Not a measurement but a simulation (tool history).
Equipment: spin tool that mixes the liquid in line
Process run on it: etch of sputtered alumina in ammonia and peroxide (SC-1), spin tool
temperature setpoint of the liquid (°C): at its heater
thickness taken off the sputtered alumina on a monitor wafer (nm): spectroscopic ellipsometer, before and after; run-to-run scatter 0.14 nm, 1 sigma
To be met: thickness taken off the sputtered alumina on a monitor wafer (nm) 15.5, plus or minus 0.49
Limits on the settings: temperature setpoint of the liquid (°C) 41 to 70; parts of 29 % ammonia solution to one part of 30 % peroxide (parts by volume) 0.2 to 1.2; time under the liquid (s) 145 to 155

| run | hour | temperature setpoint of the liquid (°C) | parts of 29 % ammonia solution to one part of 30 % peroxide (parts by volume) | time under the liquid (s) | thickness taken off the sputtered alumina on a monitor wafer (nm) |
|---|---|---|---|---|---|
| 1 | 0 | 57 | 0.8 | 145 | 10.119 |
| 2 | 1.8 | 54 | 0.8 | 145 | 8.6957 |
| 3 | 5.2 | 54 | 0.8 | 145 | 8.6742 |
| 4 | 7.7 | 47.5 | 0.8 | 145 | 5.9639 |
| 5 | 10.1 | 41 | 0.8 | 145 | 4.1367 |
|  | 13.6 | ammonia flow meter replaced |
| 6 | 13.6 | 41 | 0.8 | 145 | 4.1358 |
| 7 | 17.1 | 47 | 0.8 | 145 | 5.8904 |
| 8 | 22.7 | 47 | 0.8 | 145 | 5.8384 |
| 9 | 23.3 | 51.5 | 0.8 | 145 | 7.4973 |
| 10 | 31.8 | 55 | 0.8 | 145 | 8.9773 |
| 11 | 36.8 | 57.5 | 0.8 | 145 | 10.176 |

Which of these 4 next moves meets every target?
| A | 41.8 | 49.5 | 0.7 | 145 | ? |
| B | 41.8 | 64 | 0.8 | 155 | ? |
| C | 41.8 | 63 | 0.85 | 150 | ? |
| D | 41.8 | 63 | 1.2 | 150 | ? |

| move | thickness taken off the sputtered alumina on a monitor wafer (nm) |
|---|---|
| A | 6.5838 |
| B | 15.26 |
| C | 14.126 |
| D | 14.594 |
A: further off than the last run
B: in spec on every target
C: closer than the last run, but not yet in spec
D: closer than the last run, but not yet in spec
Move B is the one to make.
